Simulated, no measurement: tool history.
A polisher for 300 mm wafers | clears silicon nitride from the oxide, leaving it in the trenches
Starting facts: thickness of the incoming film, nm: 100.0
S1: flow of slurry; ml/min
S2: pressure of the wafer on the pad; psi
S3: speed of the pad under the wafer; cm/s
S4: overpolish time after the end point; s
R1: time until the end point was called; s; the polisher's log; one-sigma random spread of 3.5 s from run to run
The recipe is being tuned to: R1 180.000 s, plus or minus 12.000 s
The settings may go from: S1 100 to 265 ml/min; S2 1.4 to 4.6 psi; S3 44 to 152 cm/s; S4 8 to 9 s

run	hour	S1	S2	S3	S4	R1
1	0.0	170	3.0	98	9	97.585
2	5.3	170	3.0	88	9	105.880
3	10.2	170	2.6	86	9	121.760
4	13.9	170	2.2	86	9	137.130
5	16.1	170	2.2	86	8	136.760
6	20.8	150	2.2	86	8	141.240
7	24.2	150	2.0	84	8	150.980
8	27.0	150	1.9	82	8	160.950

Consider the 5 candidate settings below. Which is the only one whose results all fall within their allowed miss of target?
A	29.8	150	1.5	76	8	?
B	29.8	165	2.1	86	9	?
C	29.8	165	2.0	72	9	?
D	29.8	180	1.5	76	8	?
E	29.8	135	2.1	58	9	?

move	R1
A	206.210
B	140.730
C	173.270
D	199.700
E	213.550
A: takes the result that was furthest off past its target
B: the biggest miss grows against the last run
C: all results in spec
D: takes the result that was furthest off past its target
E: takes the result that was furthest off past its target
Correct choice: C, which meets every target
